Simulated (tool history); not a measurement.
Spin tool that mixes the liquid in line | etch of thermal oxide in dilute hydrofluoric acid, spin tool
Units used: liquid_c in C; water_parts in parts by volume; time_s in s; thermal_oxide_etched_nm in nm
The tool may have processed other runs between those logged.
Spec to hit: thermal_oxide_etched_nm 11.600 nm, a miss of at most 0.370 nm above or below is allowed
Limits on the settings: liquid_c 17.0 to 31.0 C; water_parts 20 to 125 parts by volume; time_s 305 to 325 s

{"run": 1, "day": 0.0, "liquid_c": 23.0, "water_parts": 70, "time_s": 305, "thermal_oxide_etched_nm": 20.729}
{"run": 2, "day": 0.175, "liquid_c": 23.0, "water_parts": 70, "time_s": 325, "thermal_oxide_etched_nm": 22.682}
{"run": 3, "day": 0.283, "liquid_c": 23.0, "water_parts": 70, "time_s": 305, "thermal_oxide_etched_nm": 21.032}
{"run": 4, "day": 0.317, "liquid_c": 23.0, "water_parts": 70, "time_s": 325, "thermal_oxide_etched_nm": 22.276}
{"run": 5, "day": 0.346, "liquid_c": 20.5, "water_parts": 70, "time_s": 325, "thermal_oxide_etched_nm": 20.447}
{"run": 6, "day": 0.408, "liquid_c": 19.5, "water_parts": 75, "time_s": 325, "thermal_oxide_etched_nm": 18.303}
{"run": 7, "day": 0.708, "liquid_c": 19.0, "water_parts": 80, "time_s": 325, "thermal_oxide_etched_nm": 16.648}
{"run": 8, "day": 1.042, "liquid_c": 18.5, "water_parts": 85, "time_s": 325, "thermal_oxide_etched_nm": 15.218}
{"run": 9, "day": 1.188, "liquid_c": 18.0, "water_parts": 90, "time_s": 325, "thermal_oxide_etched_nm": 14.252}
{"run": 10, "day": 1.496, "liquid_c": 18.0, "water_parts": 95, "time_s": 325, "thermal_oxide_etched_nm": 13.105}
{"run": 11, "day": 1.804, "liquid_c": 17.5, "water_parts": 100, "time_s": 325, "thermal_oxide_etched_nm": 12.427}

Below are 5 possible settings for the next run. Only one of them brings all results inside the allowed miss of their targets. Which is it?
{"run": "A", "day": 2.112, "liquid_c": 18.0, "water_parts": 95, "time_s": 315, "thermal_oxide_etched_nm": "?"}
{"run": "B", "day": 2.112, "liquid_c": 17.5, "water_parts": 95, "time_s": 320, "thermal_oxide_etched_nm": "?"}
{"run": "C", "day": 2.112, "liquid_c": 18.5, "water_parts": 90, "time_s": 310, "thermal_oxide_etched_nm": "?"}
{"run": "D", "day": 2.112, "liquid_c": 17.0, "water_parts": 90, "time_s": 305, "thermal_oxide_etched_nm": "?"}
{"run": "E", "day": 2.112, "liquid_c": 17.0, "water_parts": 100, "time_s": 320, "thermal_oxide_etched_nm": "?"}

move=A thermal_oxide_etched_nm=12.780
move=B thermal_oxide_etched_nm=12.713
move=C thermal_oxide_etched_nm=13.630
move=D thermal_oxide_etched_nm=12.589
move=E thermal_oxide_etched_nm=11.763
A: moves away from the targets compared with the last run
B: moves away from the targets compared with the last run
C: moves away from the targets compared with the last run
D: moves away from the targets compared with the last run
E: all results in spec
Answer: E
